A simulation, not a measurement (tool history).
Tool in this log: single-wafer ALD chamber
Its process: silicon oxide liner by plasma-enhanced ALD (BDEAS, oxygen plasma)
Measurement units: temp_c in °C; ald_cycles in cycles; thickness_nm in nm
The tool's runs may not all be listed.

run,hour,temp_c,ald_cycles,thickness_nm
1,0,325,68,6.5935
2,8.7,327,64,6.1352
3,10.4,327,69,6.6351
4,16.8,330,66,6.2906
5,20.2,336,66,6.2025
# hour 21.6: thermocouple changed; heater temperature recalibrated
6,21.6,330,66,6.3887
7,24.5,332,63,6.051
8,30,334,61,5.8454
9,37.2,336,59,5.6856

Predict the results of run 10:
10,46.1,337,57,?

{"run 10": {"thickness_nm": 5.4417}}
